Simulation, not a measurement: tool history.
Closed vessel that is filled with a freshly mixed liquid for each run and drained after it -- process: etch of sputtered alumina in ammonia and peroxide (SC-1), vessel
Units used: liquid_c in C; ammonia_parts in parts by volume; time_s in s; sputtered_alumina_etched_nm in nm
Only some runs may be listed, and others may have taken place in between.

run 1 hour=0 | liquid_c=56 ammonia_parts=0.5 time_s=90 | sputtered_alumina_etched_nm=6.3073
run 2 hour=3.1 | liquid_c=56 ammonia_parts=0.5 time_s=65 | sputtered_alumina_etched_nm=4.5543
run 3 hour=5.2 | liquid_c=57.5 ammonia_parts=0.5 time_s=65 | sputtered_alumina_etched_nm=4.9937
run 4 hour=7.8 | liquid_c=51.5 ammonia_parts=0.5 time_s=65 | sputtered_alumina_etched_nm=3.67
run 5 hour=12.9 | liquid_c=55.5 ammonia_parts=0.5 time_s=65 | sputtered_alumina_etched_nm=4.4797
run 6 hour=16.3 | liquid_c=55.5 ammonia_parts=0.5 time_s=90 | sputtered_alumina_etched_nm=6.2504
run 7 hour=19.8 | liquid_c=56 ammonia_parts=0.5 time_s=90 | sputtered_alumina_etched_nm=6.3461
run 8 hour=28.7 | liquid_c=56 ammonia_parts=0.5 time_s=90 | sputtered_alumina_etched_nm=6.3995
run 9 hour=33.6 | liquid_c=56.5 ammonia_parts=0.5 time_s=90 | sputtered_alumina_etched_nm=6.5154
run 10 hour=41.2 | liquid_c=57 ammonia_parts=0.5 time_s=90 | sputtered_alumina_etched_nm=6.6527
run 11 hour=43.3 | liquid_c=57.5 ammonia_parts=0.5 time_s=90 | sputtered_alumina_etched_nm=6.8737

Estimate the outcome of run 12 from the log above:
run 12 hour=44.6 | liquid_c=58 ammonia_parts=0.5 time_s=90 | sputtered_alumina_etched_nm=?

Logged for run 12: sputtered_alumina_etched_nm 7.1354 nm.

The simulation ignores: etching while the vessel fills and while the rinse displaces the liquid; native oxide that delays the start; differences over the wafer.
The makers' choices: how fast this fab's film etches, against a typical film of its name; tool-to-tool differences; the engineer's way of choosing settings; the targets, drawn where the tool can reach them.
